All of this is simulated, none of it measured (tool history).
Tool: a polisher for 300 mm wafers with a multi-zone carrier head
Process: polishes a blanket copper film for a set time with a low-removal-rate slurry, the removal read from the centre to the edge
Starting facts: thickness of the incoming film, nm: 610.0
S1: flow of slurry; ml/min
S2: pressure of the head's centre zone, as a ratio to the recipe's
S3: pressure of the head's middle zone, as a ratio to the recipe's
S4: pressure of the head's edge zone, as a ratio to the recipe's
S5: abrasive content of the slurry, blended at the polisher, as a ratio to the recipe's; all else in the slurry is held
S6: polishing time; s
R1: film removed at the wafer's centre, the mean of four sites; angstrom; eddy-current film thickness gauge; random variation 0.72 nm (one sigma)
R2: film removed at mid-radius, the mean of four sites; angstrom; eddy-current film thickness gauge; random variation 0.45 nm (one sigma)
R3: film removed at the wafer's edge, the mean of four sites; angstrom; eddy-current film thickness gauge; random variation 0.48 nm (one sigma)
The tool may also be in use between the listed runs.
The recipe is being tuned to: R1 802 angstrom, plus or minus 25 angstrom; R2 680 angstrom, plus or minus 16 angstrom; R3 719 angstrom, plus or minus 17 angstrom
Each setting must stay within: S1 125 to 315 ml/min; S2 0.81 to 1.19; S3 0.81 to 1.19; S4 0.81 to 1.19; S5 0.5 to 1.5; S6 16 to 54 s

Run 1, hour 0: S1 205 ml/min, S2 1, S3 1, S4 1, S5 1, S6 35 s. Result: R1 587.25 angstrom, R2 593.47 angstrom, R3 583.87 angstrom.
Run 2, hour 7.7: S1 205 ml/min, S2 1.04, S3 1, S4 1, S5 1, S6 35 s. Result: R1 611.09 angstrom, R2 591.22 angstrom, R3 583.84 angstrom.
Run 3, hour 11.3: S1 225 ml/min, S2 1.08, S3 1.01, S4 1.05, S5 1.1, S6 35 s. Result: R1 649.16 angstrom, R2 617.12 angstrom, R3 615.99 angstrom.
Run 4, hour 18.9: S1 175 ml/min, S2 1.08, S3 1.01, S4 1.05, S5 1.1, S6 35 s. Result: R1 618.31 angstrom, R2 592.87 angstrom, R3 588.54 angstrom.
Run 5, hour 24.2: S1 175 ml/min, S2 1.08, S3 1.01, S4 1.05, S5 1.1, S6 39 s. Result: R1 700.97 angstrom, R2 656.27 angstrom, R3 658.83 angstrom.
Run 6, hour 25.1: S1 205 ml/min, S2 1.08, S3 1.01, S4 1.05, S5 1.1, S6 39 s. Result: R1 719.82 angstrom, R2 692.04 angstrom, R3 678.65 angstrom.
Run 7, hour 32.5: S1 215 ml/min, S2 1.11, S3 0.99, S4 1.07, S5 1.1, S6 39 s. Result: R1 728.76 angstrom, R2 668.19 angstrom, R3 680.39 angstrom.
Run 8, hour 40: S1 225 ml/min, S2 1.13, S3 0.98, S4 1.08, S5 1.15, S6 39 s. Result: R1 769.67 angstrom, R2 694.24 angstrom, R3 709.31 angstrom.
Run 9, hour 45.1: S1 225 ml/min, S2 1.14, S3 0.97, S4 1.08, S5 1.15, S6 39 s. Result: R1 771.29 angstrom, R2 674.91 angstrom, R3 705.36 angstrom.
Run 10, hour 51.5: S1 230 ml/min, S2 1.15, S3 0.97, S4 1.08, S5 1.15, S6 39 s. Result: R1 762.98 angstrom, R2 680.17 angstrom, R3 710.78 angstrom.

Exactly one of the 4 candidate moves below puts every result within its allowed miss. Which one?
Run A, hour 57.9: S1 295 ml/min, S2 1, S3 0.86, S4 1.19, S5 1.4, S6 38 s. Result: R1 ?, R2 ?, R3 ?.
Run B, hour 57.9: S1 185 ml/min, S2 1.18, S3 0.94, S4 1.06, S5 1.15, S6 41 s. Result: R1 ?, R2 ?, R3 ?.
Run C, hour 57.9: S1 265 ml/min, S2 0.99, S3 0.97, S4 1.17, S5 1.15, S6 41 s. Result: R1 ?, R2 ?, R3 ?.
Run D, hour 57.9: S1 255 ml/min, S2 1.01, S3 0.86, S4 1.14, S5 1.05, S6 42 s. Result: R1 ?, R2 ?, R3 ?.

move      R1      R2      R3
   A  741.36  678.96  769.98
   B   808.9  684.88  717.56
   C  742.27   734.4  773.88
   D  748.99  681.71  763.07
A: the biggest miss grows against the last run
B: all results in spec
C: the biggest miss grows against the last run
D: the biggest miss grows against the last run
B is the move that brings every result within its allowed miss.
